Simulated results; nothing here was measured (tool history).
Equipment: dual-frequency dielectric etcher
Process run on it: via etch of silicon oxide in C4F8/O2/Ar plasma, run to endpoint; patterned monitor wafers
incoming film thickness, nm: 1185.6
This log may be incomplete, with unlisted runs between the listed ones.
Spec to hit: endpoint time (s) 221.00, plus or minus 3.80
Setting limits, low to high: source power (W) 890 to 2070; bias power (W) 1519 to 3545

run,hour,source power (W),bias power (W),endpoint time (s)
1,0.0,1480,2532,245.61
2,1.9,1700,2532,236.16
3,7.2,1790,2572,233.76
4,9.4,1790,2178,241.27
5,16.2,1880,2317,234.72
6,20.4,1940,2415,228.66
7,29.0,1980,2451,228.90
8,33.7,2010,2533,225.11

Exercise: of the 5 proposed moves below, exactly one satisfies all targets within the stated allowed misses. Which move is it?
A,38.4,1900,2390,?
B,38.4,1600,3069,?
C,38.4,2000,2403,?
D,38.4,1920,2900,?
E,38.4,1730,2633,?

move,endpoint time (s)
A,231.78
B,229.20
C,227.76
D,220.07
E,232.95
A: misses by more than the last run did
B: misses by more than the last run did
C: misses by more than the last run did
D: meets every target
E: misses by more than the last run did
The right move is D.
